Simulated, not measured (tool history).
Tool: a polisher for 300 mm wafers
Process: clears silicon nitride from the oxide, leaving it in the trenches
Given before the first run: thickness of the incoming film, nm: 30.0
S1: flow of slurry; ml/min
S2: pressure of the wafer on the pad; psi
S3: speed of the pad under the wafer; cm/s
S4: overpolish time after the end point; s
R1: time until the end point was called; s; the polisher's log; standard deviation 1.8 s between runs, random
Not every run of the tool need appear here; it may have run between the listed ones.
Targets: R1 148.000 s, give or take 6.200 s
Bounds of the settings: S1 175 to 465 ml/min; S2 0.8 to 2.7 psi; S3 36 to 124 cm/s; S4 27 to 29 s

Run 1, hour 0.0: S1 295 ml/min, S2 1.7 psi, S3 80 cm/s, S4 27 s. Result: R1 66.249 s.
Run 2, hour 6.0: S1 295 ml/min, S2 1.7 psi, S3 80 cm/s, S4 29 s. Result: R1 65.781 s.
Run 3, hour 14.4: S1 330 ml/min, S2 1.7 psi, S3 80 cm/s, S4 29 s. Result: R1 65.372 s.
Run 4, hour 20.0: S1 330 ml/min, S2 2.0 psi, S3 80 cm/s, S4 29 s. Result: R1 56.183 s.
Run 5, hour 28.4: S1 330 ml/min, S2 1.7 psi, S3 72 cm/s, S4 29 s. Result: R1 73.267 s.
Run 6, hour 33.7: S1 330 ml/min, S2 1.4 psi, S3 66 cm/s, S4 29 s. Result: R1 94.693 s.
Run 7, hour 34.4: S1 330 ml/min, S2 1.2 psi, S3 64 cm/s, S4 29 s. Result: R1 111.180 s.
Run 8, hour 39.5: S1 330 ml/min, S2 0.8 psi, S3 62 cm/s, S4 29 s. Result: R1 170.360 s.

Which one of the following 4 next-run settings gets every result inside its allowed miss? There is exactly one.
Run A, hour 44.6: S1 325 ml/min, S2 1.1 psi, S3 58 cm/s, S4 29 s. Result: R1 ?.
Run B, hour 44.6: S1 270 ml/min, S2 1.0 psi, S3 60 cm/s, S4 29 s. Result: R1 ?.
Run C, hour 44.6: S1 330 ml/min, S2 1.1 psi, S3 46 cm/s, S4 29 s. Result: R1 ?.
Run D, hour 44.6: S1 405 ml/min, S2 1.1 psi, S3 46 cm/s, S4 29 s. Result: R1 ?.

move       R1
   A  132.200
   B  142.730
   C  164.700
   D  162.080
A: moves the result that the last run missed by most past its target, out the other side
B: every result within its allowed miss
C: gains on the last run, yet a result remains outside its allowed miss
D: gains on the last run, yet a result remains outside its allowed miss
B is the move that brings every result within its allowed miss.
